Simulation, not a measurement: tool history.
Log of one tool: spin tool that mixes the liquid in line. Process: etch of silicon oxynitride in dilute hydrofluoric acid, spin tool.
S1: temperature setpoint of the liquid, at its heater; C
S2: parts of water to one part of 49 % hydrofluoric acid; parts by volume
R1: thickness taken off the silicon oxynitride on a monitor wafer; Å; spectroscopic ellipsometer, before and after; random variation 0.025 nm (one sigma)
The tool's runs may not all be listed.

Run 1, day 0.000: S1 21.0 C, S2 255 parts by volume, time under the liquid (s) 325. Result: R1 14.8810 Å.
Run 2, day 0.204: S1 20.5 C, S2 280 parts by volume, time under the liquid (s) 325. Result: R1 12.5390 Å.
Run 3, day 0.546: S1 20.0 C, S2 295 parts by volume, time under the liquid (s) 325. Result: R1 11.8120 Å.
Run 4, day 0.712: S1 17.0 C, S2 295 parts by volume, time under the liquid (s) 325. Result: R1 10.6960 Å.
Run 5, day 0.821: S1 17.0 C, S2 295 parts by volume, time under the liquid (s) 325. Result: R1 10.7010 Å.
Run 6, day 1.129: S1 18.5 C, S2 295 parts by volume, time under the liquid (s) 325. Result: R1 10.7490 Å.
Run 7, day 1.479: S1 18.5 C, S2 305 parts by volume, time under the liquid (s) 325. Result: R1 10.7790 Å.
Run 8, day 1.733: S1 18.5 C, S2 320 parts by volume, time under the liquid (s) 325. Result: R1 10.2590 Å.

The next listed run, before its measurement:
Run 9, day 1.838: S1 18.5 C, S2 330 parts by volume, time under the liquid (s) 325. Result: R1 ?.

R1: 9.8552 Å
